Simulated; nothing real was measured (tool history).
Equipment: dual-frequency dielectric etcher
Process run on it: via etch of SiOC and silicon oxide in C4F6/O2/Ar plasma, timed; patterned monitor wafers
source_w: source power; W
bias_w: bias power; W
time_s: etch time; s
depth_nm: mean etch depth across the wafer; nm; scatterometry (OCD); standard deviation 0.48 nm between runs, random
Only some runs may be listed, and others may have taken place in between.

run,hour,source_w,bias_w,time_s,depth_nm
1,0.0,370,204,61.5,72.589
2,8.4,430,204,61.5,77.687
3,16.5,460,204,61.5,79.969
4,21.3,410,204,61.5,75.570
5,24.0,410,204,61.5,75.737
# hour 28.8: source power generator calibrated
6,28.8,430,207,61.5,76.953

Estimate the outcome of run 7 from the log above:
7,34.0,430,207,61.5,?

{"run 7": {"depth_nm": 76.247}}
